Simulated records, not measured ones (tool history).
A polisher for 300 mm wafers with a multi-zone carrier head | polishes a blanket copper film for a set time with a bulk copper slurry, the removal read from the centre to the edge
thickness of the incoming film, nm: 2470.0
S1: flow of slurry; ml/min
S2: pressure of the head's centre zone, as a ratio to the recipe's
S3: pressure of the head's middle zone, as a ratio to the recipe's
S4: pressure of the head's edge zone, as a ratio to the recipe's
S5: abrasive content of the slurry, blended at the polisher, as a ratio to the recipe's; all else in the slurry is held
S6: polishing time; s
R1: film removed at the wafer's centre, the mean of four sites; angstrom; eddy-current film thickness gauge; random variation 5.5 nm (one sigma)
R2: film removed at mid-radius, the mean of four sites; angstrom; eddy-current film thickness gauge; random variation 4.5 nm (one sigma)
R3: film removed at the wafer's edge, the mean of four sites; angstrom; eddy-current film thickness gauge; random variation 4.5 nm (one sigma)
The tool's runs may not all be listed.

run	day	S1	S2	S3	S4	S5	S6	R1	R2	R3
1	0.000	245	1.00	1.00	1.00	1.00	48	4491.8	4472.3	4552.7
2	0.271	245	1.00	1.00	1.00	1.10	48	4592.0	4585.1	4614.1
3	0.317	255	1.02	1.02	1.01	1.15	48	4735.1	4631.2	4749.4
4	0.562	280	1.02	1.02	1.01	1.15	48	4751.3	4699.3	4846.4
# day 0.704: edge zone pressure recalibrated
5	0.704	280	1.02	1.07	1.01	1.15	48	4740.1	4932.2	4568.8
6	0.900	280	1.05	1.07	1.01	1.15	48	4922.0	4971.8	4513.9
7	1.267	285	1.06	1.07	1.02	1.20	48	5120.0	4974.4	4704.1

Forecast run 8:
8	1.625	290	1.06	1.07	1.03	1.20	48	?	?	?

Run 8 gave R1 5176.9 angstrom, R2 5026.4 angstrom, R3 4632.0 angstrom.
